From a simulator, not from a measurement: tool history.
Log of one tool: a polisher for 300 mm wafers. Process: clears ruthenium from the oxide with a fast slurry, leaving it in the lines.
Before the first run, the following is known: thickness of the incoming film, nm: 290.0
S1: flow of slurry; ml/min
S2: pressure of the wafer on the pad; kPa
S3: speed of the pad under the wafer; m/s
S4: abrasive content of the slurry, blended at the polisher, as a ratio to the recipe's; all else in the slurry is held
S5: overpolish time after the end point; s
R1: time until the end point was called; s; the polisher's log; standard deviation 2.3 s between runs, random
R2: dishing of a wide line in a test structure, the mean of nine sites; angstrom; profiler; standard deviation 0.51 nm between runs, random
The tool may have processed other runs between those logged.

| run | hour | S1 | S2 | S3 | S4 | S5 | R1 | R2 |
|---|---|---|---|---|---|---|---|---|
| 1 | 0 | 240 | 14.5 | 0.92 | 1 | 19 | 91.885 | 376.89 |
| 2 | 3 | 290 | 14.5 | 0.92 | 1 | 19 | 90.799 | 379.24 |
| 3 | 8.7 | 240 | 14.5 | 0.92 | 1 | 19 | 89.549 | 371.11 |
| 4 | 17.2 | 240 | 13.8 | 0.92 | 1 | 20 | 98.374 | 377.57 |
| 5 | 25.9 | 240 | 13.8 | 0.92 | 1 | 14 | 95.104 | 300.78 |
| 6 | 29.3 | 240 | 13.8 | 0.92 | 1.1 | 14 | 88.488 | 318 |
| 7 | 33.6 | 240 | 13.1 | 0.92 | 1.1 | 15 | 92.774 | 314.82 |

What does the tool deliver on the next run?
| 8 | 34.4 | 240 | 12.4 | 0.92 | 1.1 | 16 | ? | ? |

R1: 99.738 s
R2: 320.75 angstrom
